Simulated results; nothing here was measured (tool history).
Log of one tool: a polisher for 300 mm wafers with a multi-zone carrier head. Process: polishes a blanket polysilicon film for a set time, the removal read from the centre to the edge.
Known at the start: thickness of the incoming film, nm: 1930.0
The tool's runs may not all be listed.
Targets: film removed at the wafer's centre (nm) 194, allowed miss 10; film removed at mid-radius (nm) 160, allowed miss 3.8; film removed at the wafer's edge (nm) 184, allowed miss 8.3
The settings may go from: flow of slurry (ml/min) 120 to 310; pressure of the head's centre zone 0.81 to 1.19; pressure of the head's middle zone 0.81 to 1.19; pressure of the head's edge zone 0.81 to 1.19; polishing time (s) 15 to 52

run,day,flow of slurry (ml/min),pressure of the head's centre zone,pressure of the head's middle zone,pressure of the head's edge zone,polishing time (s),film removed at the wafer's centre (nm),film removed at mid-radius (nm),film removed at the wafer's edge (nm)
1,0,200,1,1,1,33,228.66,231.32,230.63
2,0.262,195,1,0.98,0.99,32,227.28,224.03,219.92
3,0.492,190,1,0.96,1,31,218.75,212.02,215.85
4,0.838,185,1,0.94,1,30,205.14,198.52,205.72
5,1.004,185,1,0.94,1,37,260.89,244.57,253.26
6,1.358,180,1,0.93,1,36,250.41,234.9,246.68
7,1.717,175,1,0.92,1,35,238.89,229.73,242.33
8,1.846,190,1.1,0.82,1,25,184.12,148.19,177.77
9,1.938,195,1.1,0.82,1,25,183.2,148.23,176.91
10,2.267,200,1.1,0.83,1,25,187.55,151.28,178.09
11,2.4,205,1.1,0.83,1,25,186.18,152.42,175.93
12,2.567,205,1.1,0.83,1.01,25,191.73,151.11,172.85

4 next moves are on the table. One of them brings every result within its allowed miss. Which?
A,2.733,155,1.13,0.81,0.9,25,?,?,?
B,2.733,250,1.11,0.86,0.96,24,?,?,?
C,2.733,180,1.07,0.81,0.99,25,?,?,?
D,2.733,150,1.09,0.83,0.97,27,?,?,?

move,film removed at the wafer's centre (nm),film removed at mid-radius (nm),film removed at the wafer's edge (nm)
A,182.79,146.3,165.6
B,182.25,153.97,168.79
C,179.94,148.34,174.6
D,192.74,160.69,184.46
A: further off than the last run
B: nearer than the last run, and not there yet
C: further off than the last run
D: meets every target
Move D is the one to make.

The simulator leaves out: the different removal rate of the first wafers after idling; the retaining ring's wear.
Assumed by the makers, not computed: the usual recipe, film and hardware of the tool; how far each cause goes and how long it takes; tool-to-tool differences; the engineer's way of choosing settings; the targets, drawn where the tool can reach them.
